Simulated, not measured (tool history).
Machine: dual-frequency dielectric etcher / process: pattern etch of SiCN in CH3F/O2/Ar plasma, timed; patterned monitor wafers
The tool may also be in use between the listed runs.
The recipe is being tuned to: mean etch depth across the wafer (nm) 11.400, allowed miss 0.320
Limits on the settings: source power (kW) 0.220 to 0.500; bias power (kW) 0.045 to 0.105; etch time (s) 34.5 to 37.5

run  hour  source power (kW)  bias power (kW)  etch time (s)  mean etch depth across the wafer (nm)
  1   0.0              0.360            0.075           37.5                                 14.189
  2   2.8              0.380            0.075           37.5                                 14.499
  3   4.8              0.350            0.070           37.0                                 13.716
  4  12.9              0.350            0.070           37.5                                 13.826
  5  14.3              0.310            0.070           37.5                                 13.475
  6  22.6              0.300            0.064           36.5                                 12.778
  7  31.4              0.290            0.060           36.0                                 12.316
  8  36.5              0.280            0.058           35.5                                 11.833

Exactly one of the 5 candidate moves below puts every result within its allowed miss. Which one?
  A  41.6              0.220            0.065           35.5                                      ?
  B  41.6              0.290            0.066           35.5                                      ?
  C  41.6              0.280            0.053           37.5                                      ?
  D  41.6              0.280            0.054           37.5                                      ?
  E  41.6              0.260            0.065           37.5                                      ?

move  mean etch depth across the wafer (nm)
   A                                 11.524
   B                                 12.376
   C                                 12.286
   D                                 12.339
   E                                 12.670
A: meets every target
B: further off than the last run
C: further off than the last run
D: further off than the last run
E: further off than the last run
A meets every target.
